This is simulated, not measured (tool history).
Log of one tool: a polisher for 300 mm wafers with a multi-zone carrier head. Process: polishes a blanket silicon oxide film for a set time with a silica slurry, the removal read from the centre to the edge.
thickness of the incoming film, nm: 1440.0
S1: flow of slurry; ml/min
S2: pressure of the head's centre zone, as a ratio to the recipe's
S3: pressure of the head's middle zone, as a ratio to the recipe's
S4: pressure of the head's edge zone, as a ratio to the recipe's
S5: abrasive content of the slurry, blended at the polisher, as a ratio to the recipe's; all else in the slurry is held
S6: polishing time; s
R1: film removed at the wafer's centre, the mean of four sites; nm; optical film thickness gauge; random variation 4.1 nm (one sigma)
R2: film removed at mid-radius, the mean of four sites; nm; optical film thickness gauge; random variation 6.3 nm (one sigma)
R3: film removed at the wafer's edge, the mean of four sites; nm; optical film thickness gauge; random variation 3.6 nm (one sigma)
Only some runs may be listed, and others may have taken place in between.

run	day	S1	S2	S3	S4	S5	S6	R1	R2	R3
1	0.000	180	1.00	1.00	1.00	1.00	87	468.99	477.17	479.27
2	0.083	160	1.00	1.00	1.00	1.00	87	461.86	468.06	469.56
3	0.167	160	1.00	1.00	0.93	1.00	87	462.87	462.37	456.58
4	0.279	160	1.00	1.00	0.99	1.00	87	470.57	467.05	472.86
5	0.500	130	1.00	1.00	0.99	1.00	87	437.36	447.57	457.32
6	0.775	170	0.98	0.99	1.05	1.05	87	471.73	485.88	500.95

Estimate the outcome of run 7 from the log above:
7	0.808	200	0.97	0.98	1.09	1.05	87	?	?	?

For run 7 the tool returned R1 485.97 nm, R2 490.51 nm, R3 527.45 nm.
